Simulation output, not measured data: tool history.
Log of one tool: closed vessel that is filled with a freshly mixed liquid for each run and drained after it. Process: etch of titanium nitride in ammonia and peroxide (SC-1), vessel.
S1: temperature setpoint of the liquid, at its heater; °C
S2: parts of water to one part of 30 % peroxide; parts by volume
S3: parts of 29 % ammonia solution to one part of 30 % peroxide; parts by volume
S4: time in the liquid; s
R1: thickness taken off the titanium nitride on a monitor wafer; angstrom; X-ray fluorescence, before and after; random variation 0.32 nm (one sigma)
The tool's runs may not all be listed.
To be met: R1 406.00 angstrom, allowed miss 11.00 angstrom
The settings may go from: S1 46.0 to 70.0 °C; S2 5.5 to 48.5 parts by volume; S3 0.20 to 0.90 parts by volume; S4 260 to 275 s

run,hour,S1,S2,S3,S4,R1
1,0.0,62.0,27.0,0.50,260,207.34
2,5.0,62.0,27.0,0.35,260,189.37
3,14.2,62.0,27.0,0.35,275,201.80
4,18.4,62.0,20.0,0.35,275,241.38
5,19.7,64.0,20.0,0.35,275,275.74
6,21.2,65.5,20.0,0.35,275,298.72
7,24.8,66.5,19.5,0.35,275,326.81
8,27.9,67.5,19.5,0.35,275,343.22
9,32.5,68.0,19.5,0.35,275,352.59
10,38.7,68.5,19.5,0.35,275,371.71
11,43.9,69.0,19.5,0.35,275,377.26

5 next moves are on the table. One of them brings every result within its allowed miss. Which?
A,49.1,67.5,13.0,0.50,260,?
B,49.1,68.5,15.0,0.35,265,?
C,49.1,66.5,13.5,0.55,275,?
D,49.1,67.0,13.0,0.20,275,?
E,49.1,65.0,14.0,0.45,275,?

move,R1
A,428.10
B,402.44
C,423.81
D,369.94
E,364.45
A: takes the result that was furthest off past its target
B: meets every target
C: takes the result that was furthest off past its target
D: further off than the last run
E: further off than the last run
The right move is B.

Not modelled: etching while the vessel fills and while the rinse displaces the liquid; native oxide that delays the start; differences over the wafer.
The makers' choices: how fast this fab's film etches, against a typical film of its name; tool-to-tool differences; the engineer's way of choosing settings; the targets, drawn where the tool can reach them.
